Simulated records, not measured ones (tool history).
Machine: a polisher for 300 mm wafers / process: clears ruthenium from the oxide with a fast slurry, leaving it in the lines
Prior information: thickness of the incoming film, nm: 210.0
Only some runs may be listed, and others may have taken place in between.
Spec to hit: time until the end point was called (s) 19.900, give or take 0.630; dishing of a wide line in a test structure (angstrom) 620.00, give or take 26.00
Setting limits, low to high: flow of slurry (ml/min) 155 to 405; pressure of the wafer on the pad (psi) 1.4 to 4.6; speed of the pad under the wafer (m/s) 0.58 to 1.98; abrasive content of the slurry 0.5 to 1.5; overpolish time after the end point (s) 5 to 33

run    day  flow of slurry (ml/min)  pressure of the wafer on the pad (psi)  speed of the pad under the wafer (m/s)  abrasive content of the slurry  overpolish time after the end point (s)  time until the end point was called (s)  dishing of a wide line in a test structure (angstrom)
  1  0.000                      260                                     3.0                                    1.28                             1.0                                       17                                   35.505                                                 472.23
  2  0.288                      260                                     3.0                                    1.10                             1.0                                       17                                   41.365                                                 424.19
  3  0.462                      260                                     3.3                                    1.14                             1.0                                       17                                   38.213                                                 460.33
  4  0.825                      260                                     3.6                                    1.24                             1.0                                       16                                   32.974                                                 465.54
  5  0.925                      290                                     3.6                                    1.24                             1.0                                       16                                   32.629                                                 476.79
  6  1.288                      290                                     3.8                                    1.32                             1.0                                       16                                   29.762                                                 501.93
  7  1.467                      290                                     3.8                                    1.32                             1.0                                       16                                   29.697                                                 505.45
  8  1.512                      290                                     3.8                                    1.32                             1.0                                       16                                   30.290                                                 484.26
  9  1.804                      300                                     4.6                                    1.54                             1.0                                       16                                   22.210                                                 563.32
 10  2.167                      300                                     4.6                                    1.58                             1.0                                       16                                   21.692                                                 578.35

Which of these 4 next moves meets every target?
  A  2.529                      340                                     4.0                                    1.60                             1.0                                       16                                        ?                                                      ?
  B  2.529                      265                                     4.6                                    1.66                             1.1                                       12                                        ?                                                      ?
  C  2.529                      285                                     4.4                                    1.50                             0.9                                       25                                        ?                                                      ?
  D  2.529                      290                                     4.6                                    1.66                             1.1                                       17                                        ?                                                      ?

move  time until the end point was called (s)  dishing of a wide line in a test structure (angstrom)
   A                                   23.387                                                 561.30
   B                                   20.137                                                 524.19
   C                                   24.478                                                 655.84
   D                                   19.988                                                 615.82
A: lands further from the targets than the last run did
B: meets the target for the result that was furthest off, but another lies outside its allowed miss
C: lands further from the targets than the last run did
D: all results in spec
D meets every target.
